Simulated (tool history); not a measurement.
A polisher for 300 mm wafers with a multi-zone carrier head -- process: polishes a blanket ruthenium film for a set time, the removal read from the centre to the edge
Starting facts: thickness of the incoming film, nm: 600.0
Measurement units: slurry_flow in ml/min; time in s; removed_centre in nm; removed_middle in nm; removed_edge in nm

run 1 hour=0.0 | slurry_flow=300 centre_zone=1.00 middle_zone=1.00 edge_zone=1.00 time=52 | removed_centre=40.853 removed_middle=40.311 removed_edge=39.601
run 2 hour=6.4 | slurry_flow=300 centre_zone=1.00 middle_zone=1.05 edge_zone=1.00 time=52 | removed_centre=40.331 removed_middle=42.566 removed_edge=40.445
run 3 hour=11.6 | slurry_flow=300 centre_zone=1.00 middle_zone=1.05 edge_zone=1.00 time=57 | removed_centre=43.453 removed_middle=46.875 removed_edge=43.654
run 4 hour=19.5 | slurry_flow=310 centre_zone=1.00 middle_zone=1.07 edge_zone=0.99 time=57 | removed_centre=44.466 removed_middle=47.629 removed_edge=44.109
run 5 hour=27.8 | slurry_flow=310 centre_zone=0.94 middle_zone=1.07 edge_zone=0.99 time=57 | removed_centre=41.138 removed_middle=47.215 removed_edge=44.450
run 6 hour=34.2 | slurry_flow=320 centre_zone=0.96 middle_zone=1.09 edge_zone=0.98 time=57 | removed_centre=42.344 removed_middle=47.574 removed_edge=43.860

What does the tool deliver on the next run?
-- hour=39.1 slurry nozzle cleaned
run 7 hour=39.1 | slurry_flow=340 centre_zone=0.98 middle_zone=1.17 edge_zone=0.98 time=58 | removed_centre=? removed_middle=? removed_edge=?

Run 7 came out at removed_centre 46.732 nm, removed_middle 53.816 nm, removed_edge 46.263 nm.
